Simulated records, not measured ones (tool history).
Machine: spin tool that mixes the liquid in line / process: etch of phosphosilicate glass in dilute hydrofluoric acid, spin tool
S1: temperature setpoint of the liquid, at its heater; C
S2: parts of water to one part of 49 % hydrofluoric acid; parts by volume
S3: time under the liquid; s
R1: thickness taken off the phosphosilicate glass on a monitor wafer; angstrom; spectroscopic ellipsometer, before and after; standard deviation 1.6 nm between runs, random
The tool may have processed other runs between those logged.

| run | day | S1 | S2 | S3 | R1 |
|---|---|---|---|---|---|
| 1 | 0.000 | 25.0 | 225 | 140 | 710.91 |
| 2 | 0.296 | 26.5 | 195 | 140 | 888.94 |
| 3 | 0.579 | 26.5 | 245 | 140 | 670.22 |
| 4 | 0.750 | 27.5 | 210 | 140 | 850.87 |
| 5 | 0.850 | 28.5 | 185 | 140 | 1022.90 |
| 6 | 1.117 | 28.5 | 140 | 140 | 1436.40 |
| 7 | 1.192 | 29.5 | 135 | 140 | 1560.90 |
| 8 | 1.467 | 30.0 | 130 | 140 | 1641.50 |
| 9 | 1.662 | 30.5 | 125 | 140 | 1779.10 |
| 10 | 1.721 | 31.0 | 125 | 140 | 1796.80 |
| 11 | 1.958 | 31.5 | 120 | 140 | 1920.60 |
| 12 | 2.258 | 32.0 | 120 | 140 | 1922.40 |

Run 13, settings as shown, results not yet in. Your forecast:
| 13 | 2.625 | 32.5 | 115 | 140 | ? |

R1: 2086.40 angstrom

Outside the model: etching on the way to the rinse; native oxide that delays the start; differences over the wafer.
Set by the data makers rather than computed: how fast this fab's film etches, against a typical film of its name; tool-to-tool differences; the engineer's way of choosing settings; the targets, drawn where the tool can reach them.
